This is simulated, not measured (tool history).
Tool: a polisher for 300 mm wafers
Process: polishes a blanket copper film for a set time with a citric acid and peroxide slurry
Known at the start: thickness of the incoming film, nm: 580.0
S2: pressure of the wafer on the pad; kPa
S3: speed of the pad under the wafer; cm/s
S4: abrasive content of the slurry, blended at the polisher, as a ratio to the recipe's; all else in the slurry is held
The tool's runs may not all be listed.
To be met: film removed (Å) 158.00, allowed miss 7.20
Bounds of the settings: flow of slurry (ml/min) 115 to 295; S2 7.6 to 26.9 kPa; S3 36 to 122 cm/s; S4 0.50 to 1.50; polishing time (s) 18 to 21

run 1 hour=0.0 | flow_of_slurry_(ml/min)=190 S2=17.2 S3=78 S4=1.00 polishing_time_(s)=21 | film_removed_(Å)=291.37
run 2 hour=1.3 | flow_of_slurry_(ml/min)=190 S2=17.2 S3=78 S4=1.10 polishing_time_(s)=21 | film_removed_(Å)=311.60
run 3 hour=2.8 | flow_of_slurry_(ml/min)=190 S2=21.4 S3=78 S4=1.10 polishing_time_(s)=21 | film_removed_(Å)=371.01
run 4 hour=10.2 | flow_of_slurry_(ml/min)=190 S2=17.2 S3=72 S4=1.10 polishing_time_(s)=21 | film_removed_(Å)=289.66
run 5 hour=17.3 | flow_of_slurry_(ml/min)=190 S2=14.5 S3=68 S4=1.10 polishing_time_(s)=21 | film_removed_(Å)=240.51
run 6 hour=22.9 | flow_of_slurry_(ml/min)=190 S2=14.5 S3=68 S4=0.95 polishing_time_(s)=21 | film_removed_(Å)=222.98
run 7 hour=26.3 | flow_of_slurry_(ml/min)=190 S2=12.4 S3=68 S4=0.95 polishing_time_(s)=21 | film_removed_(Å)=197.16
run 8 hour=28.8 | flow_of_slurry_(ml/min)=190 S2=8.3 S3=66 S4=0.95 polishing_time_(s)=21 | film_removed_(Å)=136.50
run 9 hour=33.1 | flow_of_slurry_(ml/min)=190 S2=8.3 S3=66 S4=0.95 polishing_time_(s)=21 | film_removed_(Å)=138.12
run 10 hour=34.1 | flow_of_slurry_(ml/min)=190 S2=9.0 S3=66 S4=0.95 polishing_time_(s)=21 | film_removed_(Å)=144.84

4 next moves are on the table. One of them brings every result within its allowed miss. Which?
run A hour=35.1 | flow_of_slurry_(ml/min)=190 S2=7.6 S3=88 S4=0.90 polishing_time_(s)=21 | film_removed_(Å)=?
run B hour=35.1 | flow_of_slurry_(ml/min)=200 S2=10.3 S3=56 S4=1.20 polishing_time_(s)=18 | film_removed_(Å)=?
run C hour=35.1 | flow_of_slurry_(ml/min)=165 S2=7.6 S3=76 S4=0.90 polishing_time_(s)=21 | film_removed_(Å)=?
run D hour=35.1 | flow_of_slurry_(ml/min)=165 S2=7.6 S3=78 S4=0.90 polishing_time_(s)=21 | film_removed_(Å)=?

move=A film_removed_(Å)=157.27
move=B film_removed_(Å)=136.26
move=C film_removed_(Å)=137.43
move=D film_removed_(Å)=140.13
A: meets every target
B: further off than the last run
C: further off than the last run
D: further off than the last run
Move A is the one to make.

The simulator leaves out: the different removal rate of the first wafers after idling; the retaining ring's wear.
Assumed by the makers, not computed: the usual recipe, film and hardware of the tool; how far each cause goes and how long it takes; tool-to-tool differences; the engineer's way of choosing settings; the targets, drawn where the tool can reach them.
